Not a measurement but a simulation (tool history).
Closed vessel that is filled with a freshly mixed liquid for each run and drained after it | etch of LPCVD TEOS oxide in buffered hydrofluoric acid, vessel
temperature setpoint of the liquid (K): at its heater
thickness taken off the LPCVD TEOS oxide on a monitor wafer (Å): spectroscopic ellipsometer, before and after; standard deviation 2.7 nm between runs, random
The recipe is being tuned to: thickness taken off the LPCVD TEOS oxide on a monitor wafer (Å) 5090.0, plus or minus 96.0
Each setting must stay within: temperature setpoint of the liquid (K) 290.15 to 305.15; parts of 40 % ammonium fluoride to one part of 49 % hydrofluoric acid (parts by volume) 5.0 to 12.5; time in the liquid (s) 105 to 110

| run | day | temperature setpoint of the liquid (K) | parts of 40 % ammonium fluoride to one part of 49 % hydrofluoric acid (parts by volume) | time in the liquid (s) | thickness taken off the LPCVD TEOS oxide on a monitor wafer (Å) |
|---|---|---|---|---|---|
| 1 | 0.000 | 297.15 | 7.5 | 105 | 5607.7 |
| 2 | 0.175 | 296.65 | 7.5 | 105 | 5448.2 |
| 3 | 0.446 | 296.15 | 7.5 | 105 | 5314.3 |
| 4 | 0.771 | 296.15 | 6.0 | 105 | 6696.2 |
| 5 | 0.983 | 296.15 | 6.0 | 105 | 6714.7 |
| 6 | 1.188 | 296.15 | 6.0 | 110 | 7023.9 |
| 7 | 1.450 | 295.15 | 6.0 | 110 | 6590.4 |
| 8 | 1.496 | 294.65 | 6.0 | 110 | 6488.4 |
| 9 | 1.812 | 294.15 | 6.0 | 110 | 6359.8 |

Which one of the following 4 next-run settings gets every result inside its allowed miss? There is exactly one.
| A | 2.129 | 295.15 | 6.0 | 110 | ? |
| B | 2.129 | 295.15 | 7.0 | 110 | ? |
| C | 2.129 | 294.65 | 5.0 | 105 | ? |
| D | 2.129 | 292.65 | 6.5 | 105 | ? |

| move | thickness taken off the LPCVD TEOS oxide on a monitor wafer (Å) |
|---|---|
| A | 6579.1 |
| B | 5603.5 |
| C | 7146.9 |
| D | 5042.8 |
A: moves away from the targets compared with the last run
B: closes in on the targets versus the last run, not all within tolerance yet
C: moves away from the targets compared with the last run
D: all results land within tolerance of their targets
So the answer is move D, the one that meets all the targets.
